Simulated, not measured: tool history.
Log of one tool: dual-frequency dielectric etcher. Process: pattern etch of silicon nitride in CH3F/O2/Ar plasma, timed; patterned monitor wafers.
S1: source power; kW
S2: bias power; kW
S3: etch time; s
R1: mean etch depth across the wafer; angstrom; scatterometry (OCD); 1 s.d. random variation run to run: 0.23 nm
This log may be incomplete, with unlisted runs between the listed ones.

Run 1, hour 0: S1 0.55 kW, S2 0.082 kW, S3 61.5 s. Result: R1 476.86 angstrom.
Run 2, hour 7.2: S1 0.61 kW, S2 0.082 kW, S3 61.5 s. Result: R1 505.94 angstrom.
Run 3, hour 8.2: S1 0.55 kW, S2 0.079 kW, S3 61.5 s. Result: R1 478.65 angstrom.
Run 4, hour 16.5: S1 0.55 kW, S2 0.065 kW, S3 61.5 s. Result: R1 455.22 angstrom.
Run 5, hour 18.4: S1 0.51 kW, S2 0.063 kW, S3 61.5 s. Result: R1 437.91 angstrom.
Run 6, hour 21.4: S1 0.48 kW, S2 0.062 kW, S3 61.5 s. Result: R1 418.97 angstrom.
Run 7, hour 25.2: S1 0.46 kW, S2 0.061 kW, S3 61.5 s. Result: R1 405.61 angstrom.
Run 8, hour 29.1: S1 0.45 kW, S2 0.061 kW, S3 61.5 s. Result: R1 397.13 angstrom.
Run 9, hour 35: S1 0.45 kW, S2 0.061 kW, S3 61.5 s. Result: R1 401.87 angstrom.

For run 10, what comes out?
Run 10, hour 41.1: S1 0.44 kW, S2 0.061 kW, S3 61.5 s. Result: R1 ?.

{"run 10": {"R1": 397.48}}

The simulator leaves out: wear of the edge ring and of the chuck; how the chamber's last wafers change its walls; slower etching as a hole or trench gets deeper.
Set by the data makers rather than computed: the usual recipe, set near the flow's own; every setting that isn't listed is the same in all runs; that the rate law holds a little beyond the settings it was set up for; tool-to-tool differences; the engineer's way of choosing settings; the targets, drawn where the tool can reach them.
